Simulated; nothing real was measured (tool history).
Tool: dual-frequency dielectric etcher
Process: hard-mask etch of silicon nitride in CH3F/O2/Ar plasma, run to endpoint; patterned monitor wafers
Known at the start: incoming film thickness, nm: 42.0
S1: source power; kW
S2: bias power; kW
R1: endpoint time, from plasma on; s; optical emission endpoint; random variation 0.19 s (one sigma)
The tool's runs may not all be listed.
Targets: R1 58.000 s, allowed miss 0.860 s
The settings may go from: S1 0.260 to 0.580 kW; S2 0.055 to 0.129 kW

run	hour	S1	S2	R1
1	0.0	0.420	0.092	52.859
2	7.0	0.490	0.092	49.904
3	13.2	0.490	0.084	51.446
4	21.6	0.490	0.093	49.791
5	30.3	0.490	0.084	51.317
6	33.9	0.450	0.084	53.135
7	37.8	0.430	0.083	53.635
8	38.6	0.410	0.082	54.825
9	42.2	0.400	0.081	55.362

Which of these 4 next moves meets every target?
A	45.8	0.370	0.061	?
B	45.8	0.430	0.073	?
C	45.8	0.400	0.065	?
D	45.8	0.430	0.084	?

move	R1
A	60.826
B	55.531
C	58.442
D	53.645
A: takes the result that was furthest off past its target
B: nearer than the last run, and not there yet
C: meets every target
D: further off than the last run
The right move is C.
